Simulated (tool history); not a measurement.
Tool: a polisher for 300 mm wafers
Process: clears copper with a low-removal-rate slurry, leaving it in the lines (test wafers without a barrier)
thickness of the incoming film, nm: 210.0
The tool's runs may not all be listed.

run	hour	flow of slurry (ml/min)	pressure of the wafer on the pad (kPa)	speed of the pad under the wafer (m/s)	abrasive content of the slurry	overpolish time after the end point (s)	time until the end point was called (s)	dishing of a wide line in a test structure (nm)
1	0	205	19.3	0.84	1	29	87.751	34.969
2	2.1	205	17.9	0.84	1	30	95.69	34.074
3	6.6	205	16.5	0.84	1	31	100.3	30.861
4	13.2	205	16.5	0.84	1	25	101.12	26.822
5	13.7	205	15.9	0.82	1	28	108.47	27.589
6	21.2	185	15.9	0.82	1	28	109.12	26.94
7	28.5	185	15.2	0.8	1	30	114.3	27.853
8	33.4	185	14.5	0.78	1	32	123.74	27.664

The next listed run, before its measurement:
9	40.4	185	13.8	0.78	1	33	?	?

time until the end point was called (s): 129.82
dishing of a wide line in a test structure (nm): 26.094

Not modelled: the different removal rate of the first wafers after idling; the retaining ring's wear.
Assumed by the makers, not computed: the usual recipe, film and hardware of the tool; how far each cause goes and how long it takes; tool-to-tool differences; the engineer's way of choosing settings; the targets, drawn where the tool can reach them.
